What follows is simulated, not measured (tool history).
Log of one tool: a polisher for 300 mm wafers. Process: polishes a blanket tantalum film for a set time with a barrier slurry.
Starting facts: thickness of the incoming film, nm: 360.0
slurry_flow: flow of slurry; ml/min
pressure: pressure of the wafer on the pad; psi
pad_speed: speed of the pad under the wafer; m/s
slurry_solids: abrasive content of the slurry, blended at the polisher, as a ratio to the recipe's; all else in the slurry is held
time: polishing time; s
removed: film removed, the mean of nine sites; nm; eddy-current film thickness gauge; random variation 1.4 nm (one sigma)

| run | day | slurry_flow | pressure | pad_speed | slurry_solids | time | removed |
|---|---|---|---|---|---|---|---|
| 1 | 0 | 190 | 2.3 | 1.04 | 1 | 33 | 66.155 |
| 2 | 0.175 | 190 | 1.7 | 1.04 | 1 | 33 | 49.529 |
| 3 | 0.483 | 190 | 1.9 | 1.04 | 1 | 33 | 54.112 |
| 4 | 0.842 | 190 | 2.1 | 1.04 | 1 | 33 | 61.335 |
| 5 | 0.904 | 190 | 2.1 | 1.04 | 1 | 33 | 60.017 |
| 6 | 1.121 | 190 | 2.2 | 1.04 | 1 | 33 | 64.25 |
|  | 1.475 | head pressure recalibrated |
| 7 | 1.475 | 190 | 2.3 | 1.04 | 1 | 33 | 72.035 |
| 8 | 1.804 | 190 | 2.4 | 1.04 | 1 | 33 | 76.559 |

Forecast run 9:
| 9 | 2.042 | 190 | 2.5 | 1.04 | 1 | 33 | ? |

removed: 77.579 nm
